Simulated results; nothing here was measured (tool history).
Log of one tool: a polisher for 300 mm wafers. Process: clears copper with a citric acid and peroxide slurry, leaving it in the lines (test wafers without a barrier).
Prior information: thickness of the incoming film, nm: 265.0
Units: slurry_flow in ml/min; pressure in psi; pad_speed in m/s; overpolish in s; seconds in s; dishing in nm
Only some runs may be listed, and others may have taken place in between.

run 1 hour=0 | slurry_flow=190 pressure=2.8 pad_speed=1.02 slurry_solids=1 overpolish=20 | seconds=143.01 dishing=24.914
run 2 hour=5.4 | slurry_flow=160 pressure=2.8 pad_speed=1.02 slurry_solids=1 overpolish=20 | seconds=150.39 dishing=24.222
run 3 hour=11.4 | slurry_flow=200 pressure=2.4 pad_speed=1.04 slurry_solids=1 overpolish=16 | seconds=161.79 dishing=17.506
run 4 hour=13.5 | slurry_flow=230 pressure=2.1 pad_speed=1.12 slurry_solids=0.95 overpolish=13 | seconds=166.16 dishing=14.287
run 5 hour=14.1 | slurry_flow=230 pressure=2.1 pad_speed=1.24 slurry_solids=0.95 overpolish=13 | seconds=148.99 dishing=15.74
run 6 hour=19.3 | slurry_flow=230 pressure=2.1 pad_speed=1.5 slurry_solids=0.95 overpolish=13 | seconds=125.45 dishing=18.138
run 7 hour=24.2 | slurry_flow=250 pressure=1.9 pad_speed=1.5 slurry_solids=0.8 overpolish=11 | seconds=146.23 dishing=14.18
run 8 hour=30.8 | slurry_flow=265 pressure=1.7 pad_speed=1.54 slurry_solids=0.75 overpolish=9 | seconds=156.17 dishing=10.453
run 9 hour=39 | slurry_flow=275 pressure=1.6 pad_speed=1.56 slurry_solids=0.75 overpolish=8 | seconds=159.74 dishing=9.3119
run 10 hour=46.4 | slurry_flow=280 pressure=1.5 pad_speed=1.58 slurry_solids=0.85 overpolish=7 | seconds=157.72 dishing=7.9566
run 11 hour=49.9 | slurry_flow=285 pressure=1.6 pad_speed=1.6 slurry_solids=1 overpolish=7 | seconds=141.82 dishing=8.607
run 12 hour=51.2 | slurry_flow=290 pressure=1.5 pad_speed=1.6 slurry_solids=1.05 overpolish=7 | seconds=158.07 dishing=8.08
run 13 hour=55.8 | slurry_flow=290 pressure=1.5 pad_speed=1.6 slurry_solids=1.15 overpolish=7 | seconds=154 dishing=8.3601
run 14 hour=59.9 | slurry_flow=290 pressure=1.5 pad_speed=1.6 slurry_solids=1.1 overpolish=7 | seconds=156.5 dishing=8.3286
run 15 hour=66 | slurry_flow=290 pressure=1.5 pad_speed=1.6 slurry_solids=1 overpolish=7 | seconds=155.66 dishing=8.1583
run 16 hour=71.8 | slurry_flow=290 pressure=1.5 pad_speed=1.6 slurry_solids=1.1 overpolish=7 | seconds=157.5 dishing=8.3796
run 17 hour=73.4 | slurry_flow=290 pressure=1.5 pad_speed=1.6 slurry_solids=0.95 overpolish=7 | seconds=159.43 dishing=8.0779
run 18 hour=77.8 | slurry_flow=290 pressure=1.5 pad_speed=1.6 slurry_solids=1.1 overpolish=7 | seconds=158.04 dishing=8.0585
run 19 hour=80.6 | slurry_flow=290 pressure=1.5 pad_speed=1.6 slurry_solids=1.15 overpolish=7 | seconds=151.75 dishing=8.3047
run 20 hour=82 | slurry_flow=290 pressure=1.5 pad_speed=1.6 slurry_solids=1.15 overpolish=7 | seconds=153 dishing=8.4835
run 21 hour=85.1 | slurry_flow=290 pressure=1.5 pad_speed=1.6 slurry_solids=1.05 overpolish=7 | seconds=155.85 dishing=8.0779
run 22 hour=90 | slurry_flow=290 pressure=1.5 pad_speed=1.6 slurry_solids=1.1 overpolish=7 | seconds=156.58 dishing=8.1953
run 23 hour=92.3 | slurry_flow=290 pressure=1.5 pad_speed=1.6 slurry_solids=1.1 overpolish=7 | seconds=149.51 dishing=8.3542
run 24 hour=96.6 | slurry_flow=290 pressure=1.5 pad_speed=1.6 slurry_solids=1.15 overpolish=7 | seconds=157.75 dishing=8.366
run 25 hour=104.1 | slurry_flow=290 pressure=1.5 pad_speed=1.6 slurry_solids=1 overpolish=7 | seconds=156.11 dishing=8.1905
-- hour=108.7 slurry nozzle cleaned
run 26 hour=108.7 | slurry_flow=290 pressure=1.5 pad_speed=1.6 slurry_solids=1.05 overpolish=7 | seconds=159.01 dishing=8.1648

Expected results for the next run?
run 27 hour=117.4 | slurry_flow=290 pressure=1.5 pad_speed=1.6 slurry_solids=1.15 overpolish=7 | seconds=? dishing=?

seconds: 150.15 s
dishing: 8.4111 nm
